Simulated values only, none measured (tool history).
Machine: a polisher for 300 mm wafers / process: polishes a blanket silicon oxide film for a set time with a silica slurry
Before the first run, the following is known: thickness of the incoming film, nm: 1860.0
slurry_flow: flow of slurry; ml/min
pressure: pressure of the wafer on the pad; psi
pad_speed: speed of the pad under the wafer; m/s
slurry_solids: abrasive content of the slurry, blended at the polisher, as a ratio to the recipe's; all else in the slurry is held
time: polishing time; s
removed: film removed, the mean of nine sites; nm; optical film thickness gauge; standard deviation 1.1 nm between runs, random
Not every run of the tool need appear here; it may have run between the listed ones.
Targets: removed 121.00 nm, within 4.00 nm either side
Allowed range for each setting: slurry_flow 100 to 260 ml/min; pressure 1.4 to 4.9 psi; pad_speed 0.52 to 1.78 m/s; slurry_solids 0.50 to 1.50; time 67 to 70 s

| run | hour | slurry_flow | pressure | pad_speed | slurry_solids | time | removed |
|---|---|---|---|---|---|---|---|
| 1 | 0.0 | 165 | 3.1 | 1.14 | 1.00 | 67 | 146.18 |
| 2 | 3.7 | 160 | 3.0 | 1.14 | 1.00 | 67 | 143.61 |
| 3 | 12.7 | 160 | 3.3 | 1.14 | 1.00 | 67 | 156.93 |
| 4 | 20.2 | 160 | 3.1 | 1.14 | 1.00 | 67 | 147.19 |
| 5 | 28.8 | 160 | 2.9 | 1.14 | 1.00 | 67 | 138.78 |
| 6 | 29.7 | 160 | 3.3 | 1.14 | 1.00 | 67 | 152.40 |
| 7 | 32.1 | 145 | 2.4 | 1.12 | 1.00 | 67 | 114.08 |
| 8 | 36.2 | 150 | 2.4 | 1.12 | 1.00 | 67 | 115.07 |
| 9 | 41.8 | 155 | 2.4 | 1.12 | 1.00 | 67 | 114.93 |

Consider the 5 candidate settings below. Which is the only one whose results all fall within their allowed miss of target?
| A | 47.4 | 175 | 2.7 | 1.16 | 0.90 | 68 | ? |
| B | 47.4 | 125 | 2.5 | 1.16 | 1.10 | 70 | ? |
| C | 47.4 | 135 | 3.3 | 0.80 | 0.95 | 67 | ? |
| D | 47.4 | 130 | 2.4 | 1.14 | 1.05 | 69 | ? |
| E | 47.4 | 165 | 2.8 | 1.12 | 0.90 | 68 | ? |

| move | removed |
|---|---|
| A | 132.84 |
| B | 132.05 |
| C | 113.93 |
| D | 122.52 |
| E | 132.17 |
A: carries the result that was furthest off beyond its target, to the other side
B: carries the result that was furthest off beyond its target, to the other side
C: its largest miss is bigger than the last run's
D: every result lands within tolerance
E: carries the result that was furthest off beyond its target, to the other side
D meets every target.

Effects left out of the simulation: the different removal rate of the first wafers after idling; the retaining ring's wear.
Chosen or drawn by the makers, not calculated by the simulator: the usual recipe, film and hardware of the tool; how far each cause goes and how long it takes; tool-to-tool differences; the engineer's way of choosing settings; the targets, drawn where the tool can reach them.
